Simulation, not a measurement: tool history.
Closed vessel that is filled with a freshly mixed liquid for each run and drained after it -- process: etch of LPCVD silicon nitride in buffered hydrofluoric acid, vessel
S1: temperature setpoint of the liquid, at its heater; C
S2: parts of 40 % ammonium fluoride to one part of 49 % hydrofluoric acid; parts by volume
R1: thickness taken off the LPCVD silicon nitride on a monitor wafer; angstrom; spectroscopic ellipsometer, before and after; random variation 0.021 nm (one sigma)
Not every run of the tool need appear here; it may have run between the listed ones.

run 1 hour=0 | S1=25 S2=8 time_in_the_liquid_(s)=140 | R1=28.022
run 2 hour=8.9 | S1=25 S2=8 time_in_the_liquid_(s)=110 | R1=22.172
run 3 hour=9.9 | S1=23 S2=8 time_in_the_liquid_(s)=110 | R1=19.763
run 4 hour=19 | S1=24 S2=8 time_in_the_liquid_(s)=110 | R1=21
run 5 hour=25.6 | S1=25 S2=8 time_in_the_liquid_(s)=110 | R1=22.07
run 6 hour=33.5 | S1=26 S2=8 time_in_the_liquid_(s)=110 | R1=23.466
run 7 hour=40.9 | S1=26.5 S2=8 time_in_the_liquid_(s)=110 | R1=23.876
run 8 hour=43 | S1=27 S2=8 time_in_the_liquid_(s)=110 | R1=24.801
run 9 hour=45.6 | S1=27 S2=8 time_in_the_liquid_(s)=110 | R1=24.416

Forecast run 10:
run 10 hour=50.5 | S1=27.5 S2=8 time_in_the_liquid_(s)=110 | R1=?

Run 10 produced R1 25.305 angstrom.

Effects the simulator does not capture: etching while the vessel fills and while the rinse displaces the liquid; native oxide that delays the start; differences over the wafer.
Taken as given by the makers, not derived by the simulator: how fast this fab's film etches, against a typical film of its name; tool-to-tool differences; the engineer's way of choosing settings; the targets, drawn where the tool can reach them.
